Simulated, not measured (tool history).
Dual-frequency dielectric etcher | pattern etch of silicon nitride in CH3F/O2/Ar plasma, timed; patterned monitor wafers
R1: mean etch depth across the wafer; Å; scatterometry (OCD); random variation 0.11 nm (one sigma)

Run 1, hour 0.0: source power (W) 360, bias power (W) 68, etch time (s) 25.5. Result: R1 166.68 Å.
Run 2, hour 6.7: source power (W) 380, bias power (W) 69, etch time (s) 25.5. Result: R1 170.99 Å.
Run 3, hour 13.1: source power (W) 400, bias power (W) 70, etch time (s) 25.5. Result: R1 176.69 Å.
Run 4, hour 15.5: source power (W) 430, bias power (W) 70, etch time (s) 25.5. Result: R1 181.30 Å.
Run 5, hour 22.5: source power (W) 440, bias power (W) 70, etch time (s) 25.5. Result: R1 183.36 Å.
Run 6, hour 24.8: source power (W) 400, bias power (W) 70, etch time (s) 25.5. Result: R1 177.72 Å.
Run 7, hour 26.1: source power (W) 410, bias power (W) 71, etch time (s) 25.5. Result: R1 180.27 Å.
Run 8, hour 28.4: source power (W) 420, bias power (W) 71, etch time (s) 25.5. Result: R1 182.53 Å.

Run 9 comes next. What will it give?
Run 9, hour 33.4: source power (W) 430, bias power (W) 71, etch time (s) 25.5. Result: R1 ?.

Run 9 gave R1 180.94 Å.
